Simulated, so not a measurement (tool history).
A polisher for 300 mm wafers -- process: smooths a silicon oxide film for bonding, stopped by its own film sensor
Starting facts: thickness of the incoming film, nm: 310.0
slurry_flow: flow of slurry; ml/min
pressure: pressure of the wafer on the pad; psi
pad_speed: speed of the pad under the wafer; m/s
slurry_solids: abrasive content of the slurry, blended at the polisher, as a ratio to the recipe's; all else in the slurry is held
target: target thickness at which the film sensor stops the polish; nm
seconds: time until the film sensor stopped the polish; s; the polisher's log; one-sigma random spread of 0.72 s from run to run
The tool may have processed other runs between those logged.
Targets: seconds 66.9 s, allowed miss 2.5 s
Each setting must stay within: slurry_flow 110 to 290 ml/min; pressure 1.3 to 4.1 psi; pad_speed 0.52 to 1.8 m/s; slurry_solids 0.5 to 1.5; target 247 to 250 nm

run 1 hour=0 | slurry_flow=185 pressure=2.7 pad_speed=1.16 slurry_solids=1 target=250 | seconds=50.374
run 2 hour=1.7 | slurry_flow=185 pressure=2.5 pad_speed=1.16 slurry_solids=1 target=250 | seconds=54.114
run 3 hour=7.9 | slurry_flow=185 pressure=2.3 pad_speed=1.16 slurry_solids=1 target=250 | seconds=57.914
run 4 hour=15 | slurry_flow=185 pressure=2.3 pad_speed=1.16 slurry_solids=1.2 target=250 | seconds=55.179
run 5 hour=21.2 | slurry_flow=185 pressure=2.1 pad_speed=1.16 slurry_solids=1.2 target=250 | seconds=59.98
run 6 hour=29.9 | slurry_flow=185 pressure=2.1 pad_speed=1.16 slurry_solids=1.35 target=250 | seconds=57.932
run 7 hour=37.1 | slurry_flow=185 pressure=2 pad_speed=1.16 slurry_solids=1.35 target=250 | seconds=59.444
run 8 hour=42.3 | slurry_flow=185 pressure=1.9 pad_speed=1.16 slurry_solids=1.35 target=250 | seconds=63.233

Exactly one of the 5 candidate moves below puts every result within its allowed miss. Which one?
run A hour=47.5 | slurry_flow=175 pressure=2 pad_speed=1.16 slurry_solids=1.3 target=250 | seconds=?
run B hour=47.5 | slurry_flow=165 pressure=2.1 pad_speed=1.2 slurry_solids=1.25 target=250 | seconds=?
run C hour=47.5 | slurry_flow=165 pressure=1.7 pad_speed=1.26 slurry_solids=1.3 target=249 | seconds=?
run D hour=47.5 | slurry_flow=170 pressure=2 pad_speed=1.12 slurry_solids=1.4 target=250 | seconds=?
run E hour=47.5 | slurry_flow=195 pressure=2.2 pad_speed=1.02 slurry_solids=1.5 target=248 | seconds=?

move=A seconds=60.778
move=B seconds=57.682
move=C seconds=68.041
move=D seconds=61.055
move=E seconds=59.605
A: its largest miss is bigger than the last run's
B: its largest miss is bigger than the last run's
C: meets every target
D: its largest miss is bigger than the last run's
E: its largest miss is bigger than the last run's
Move C is the one to make.
